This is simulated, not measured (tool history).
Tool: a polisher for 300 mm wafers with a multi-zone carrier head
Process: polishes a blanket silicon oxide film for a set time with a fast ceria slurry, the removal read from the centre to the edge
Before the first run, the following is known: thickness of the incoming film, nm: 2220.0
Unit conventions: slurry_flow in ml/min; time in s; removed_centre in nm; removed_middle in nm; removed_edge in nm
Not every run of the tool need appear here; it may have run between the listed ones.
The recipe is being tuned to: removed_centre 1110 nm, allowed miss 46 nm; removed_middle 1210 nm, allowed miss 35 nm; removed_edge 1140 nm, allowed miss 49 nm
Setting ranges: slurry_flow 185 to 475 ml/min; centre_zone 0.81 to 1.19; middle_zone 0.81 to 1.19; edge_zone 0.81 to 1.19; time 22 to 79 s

Run 1, hour 0: slurry_flow 305 ml/min, centre_zone 1, middle_zone 1, edge_zone 1, time 50 s. Result: removed_centre 776.44 nm, removed_middle 792.18 nm, removed_edge 817.6 nm.
Run 2, hour 1.4: slurry_flow 310 ml/min, centre_zone 1.01, middle_zone 1.03, edge_zone 1.02, time 53 s. Result: removed_centre 817.4 nm, removed_middle 846.69 nm, removed_edge 872.61 nm.
Run 3, hour 4.1: slurry_flow 310 ml/min, centre_zone 1.01, middle_zone 1.03, edge_zone 1.02, time 62 s. Result: removed_centre 982.26 nm, removed_middle 986.88 nm, removed_edge 1011.9 nm.
Run 4, hour 8.6: slurry_flow 310 ml/min, centre_zone 1.01, middle_zone 1.08, edge_zone 1.02, time 62 s. Result: removed_centre 972.98 nm, removed_middle 1002.8 nm, removed_edge 1032.2 nm.
Run 5, hour 9.7: slurry_flow 310 ml/min, centre_zone 1.01, middle_zone 1.01, edge_zone 1.02, time 62 s. Result: removed_centre 995.24 nm, removed_middle 983.8 nm, removed_edge 1026.5 nm.
Run 6, hour 10.3: slurry_flow 320 ml/min, centre_zone 1.01, middle_zone 1.04, edge_zone 1.01, time 63 s. Result: removed_centre 997.04 nm, removed_middle 1009.3 nm, removed_edge 1032.3 nm.
At hour 15.7: slurry nozzle cleaned.
Run 7, hour 15.7: slurry_flow 325 ml/min, centre_zone 1.01, middle_zone 1.06, edge_zone 1, time 64 s. Result: removed_centre 1043.9 nm, removed_middle 1086.9 nm, removed_edge 1073.3 nm.
Run 8, hour 20.3: slurry_flow 340 ml/min, centre_zone 1.01, middle_zone 1.07, edge_zone 1, time 64 s. Result: removed_centre 1063.3 nm, removed_middle 1099.5 nm, removed_edge 1080.2 nm.
Run 9, hour 21.4: slurry_flow 350 ml/min, centre_zone 1, middle_zone 1.08, edge_zone 1, time 64 s. Result: removed_centre 1025.7 nm, removed_middle 1083.2 nm, removed_edge 1071.3 nm.
Run 10, hour 22: slurry_flow 355 ml/min, centre_zone 1.01, middle_zone 1.1, edge_zone 1, time 64 s. Result: removed_centre 1036 nm, removed_middle 1110.5 nm, removed_edge 1092 nm.
Run 11, hour 26: slurry_flow 370 ml/min, centre_zone 1.02, middle_zone 1.11, edge_zone 1, time 64 s. Result: removed_centre 1040.1 nm, removed_middle 1095.4 nm, removed_edge 1088.1 nm.
Run 12, hour 30.1: slurry_flow 370 ml/min, centre_zone 1.02, middle_zone 1.11, edge_zone 1, time 64 s. Result: removed_centre 1065.1 nm, removed_middle 1102.3 nm, removed_edge 1103.1 nm.
Run 13, hour 32.9: slurry_flow 375 ml/min, centre_zone 1.02, middle_zone 1.12, edge_zone 0.99, time 64 s. Result: removed_centre 1046.5 nm, removed_middle 1117.6 nm, removed_edge 1041.4 nm.
Run 14, hour 36.8: slurry_flow 375 ml/min, centre_zone 1.02, middle_zone 1.13, edge_zone 0.99, time 65 s. Result: removed_centre 1074.2 nm, removed_middle 1163.6 nm, removed_edge 1106.7 nm.
Run 15, hour 45.4: slurry_flow 375 ml/min, centre_zone 1.02, middle_zone 1.14, edge_zone 0.99, time 65 s. Result: removed_centre 1084.7 nm, removed_middle 1149.4 nm, removed_edge 1105.9 nm.
Run 16, hour 52.9: slurry_flow 380 ml/min, centre_zone 1.02, middle_zone 1.15, edge_zone 0.99, time 65 s. Result: removed_centre 1081.7 nm, removed_middle 1149.3 nm, removed_edge 1091.7 nm.
Run 17, hour 53.4: slurry_flow 385 ml/min, centre_zone 1.02, middle_zone 1.15, edge_zone 0.99, time 65 s. Result: removed_centre 1092.9 nm, removed_middle 1153.7 nm, removed_edge 1108.4 nm.
Run 18, hour 58: slurry_flow 390 ml/min, centre_zone 1.02, middle_zone 1.16, edge_zone 0.99, time 65 s. Result: removed_centre 1071.5 nm, removed_middle 1160.5 nm, removed_edge 1113.8 nm.
Run 19, hour 58.7: slurry_flow 395 ml/min, centre_zone 1.02, middle_zone 1.16, edge_zone 0.99, time 65 s. Result: removed_centre 1083.7 nm, removed_middle 1157.1 nm, removed_edge 1103.5 nm.

Which of these 4 next moves meets every target?
Run A, hour 59.4: slurry_flow 385 ml/min, centre_zone 0.99, middle_zone 1.13, edge_zone 0.97, time 68 s. Result: removed_centre ?, removed_middle ?, removed_edge ?.
Run B, hour 59.4: slurry_flow 360 ml/min, centre_zone 1.04, middle_zone 1.1, edge_zone 0.95, time 63 s. Result: removed_centre ?, removed_middle ?, removed_edge ?.
Run C, hour 59.4: slurry_flow 465 ml/min, centre_zone 1, middle_zone 1.11, edge_zone 1.19, time 64 s. Result: removed_centre ?, removed_middle ?, removed_edge ?.
Run D, hour 59.4: slurry_flow 400 ml/min, centre_zone 1.06, middle_zone 1.17, edge_zone 0.97, time 62 s. Result: removed_centre ?, removed_middle ?, removed_edge ?.

move  removed_centre  removed_middle  removed_edge
   A          1105.8          1203.1        1124.9
   B          1071.8          1092.8        1029.1
   C          1063.6          1132.1        1182.6
   D          1082.9          1121.7          1027
A: meets every target
B: further off than the last run
C: further off than the last run
D: further off than the last run
Answer: A

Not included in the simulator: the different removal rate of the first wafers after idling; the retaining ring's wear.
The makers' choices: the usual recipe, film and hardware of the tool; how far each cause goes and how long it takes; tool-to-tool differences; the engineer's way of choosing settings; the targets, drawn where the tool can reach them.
